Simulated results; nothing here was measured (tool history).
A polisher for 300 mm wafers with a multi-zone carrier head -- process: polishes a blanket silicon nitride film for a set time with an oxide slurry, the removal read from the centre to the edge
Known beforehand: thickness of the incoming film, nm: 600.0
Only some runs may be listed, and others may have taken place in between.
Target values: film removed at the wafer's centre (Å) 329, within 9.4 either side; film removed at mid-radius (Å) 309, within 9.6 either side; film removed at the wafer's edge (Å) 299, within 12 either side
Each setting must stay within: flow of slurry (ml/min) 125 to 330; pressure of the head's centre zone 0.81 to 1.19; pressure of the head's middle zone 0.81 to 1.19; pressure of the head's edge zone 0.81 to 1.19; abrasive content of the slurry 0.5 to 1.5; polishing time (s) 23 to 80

run,hour,flow of slurry (ml/min),pressure of the head's centre zone,pressure of the head's middle zone,pressure of the head's edge zone,abrasive content of the slurry,polishing time (s),film removed at the wafer's centre (Å),film removed at mid-radius (Å),film removed at the wafer's edge (Å)
1,0,210,1,1,1,1,51,213.7,235.86,236.78
2,4.6,210,1.03,1,1,1,51,218.1,236.26,235.67
3,9.7,210,1.03,0.96,1,1,51,218.26,229.54,243.76
4,15,210,1.03,0.88,1,1,51,219.02,210.66,237.68
5,15.6,210,1.03,0.88,1,1,38,161.13,159.08,178.71
6,17.1,210,1.03,0.94,1,1,38,163.22,166.02,175.85
7,22.2,230,1.07,0.97,1.01,1.15,41,194.81,198.59,203.98
8,31.1,245,1.1,0.98,1,1.25,44,228.64,223.69,228.51
9,39.9,255,1.13,1,1.01,1.3,46,250.78,242.05,245.18
10,41.4,255,1.13,1,1.01,1.3,46,249.94,242.52,245.43
11,43.8,265,1.15,1.01,1.01,1.35,47,265.9,259.96,257.49
12,44.7,270,1.16,1.01,1,1.4,48,278.87,268.06,255.75
13,51.6,280,1.17,1.01,1.01,1.45,49,289.84,275.22,271.9
14,54.9,280,1.18,1.01,1.01,1.45,50,294.74,280.71,282.58

Of the 5 settings listed for the next run, only one would bring every result within its allowed miss of target. Which one?
A,58.2,240,1.14,1.06,1.02,1.4,55,?,?,?
B,58.2,280,1.1,1.01,1.07,1.45,55,?,?,?
C,58.2,265,1.19,1.03,0.99,1.5,54,?,?,?
D,58.2,325,1.17,0.89,1.12,1.45,55,?,?,?
E,58.2,290,1.17,1.06,0.95,1.4,56,?,?,?

move,film removed at the wafer's centre (Å),film removed at mid-radius (Å),film removed at the wafer's edge (Å)
A,310.95,309.14,300.39
B,309.62,306.41,315.97
C,331.25,307.58,300.93
D,334.68,280.7,327.46
E,332.7,321.43,300.35
A: nearer than the last run, and not there yet
B: nearer than the last run, and not there yet
C: in spec on every target
D: brings the last run's worst result on target, with another outside its allowed miss
E: brings the last run's worst result on target, with another outside its allowed miss
The right move is C.
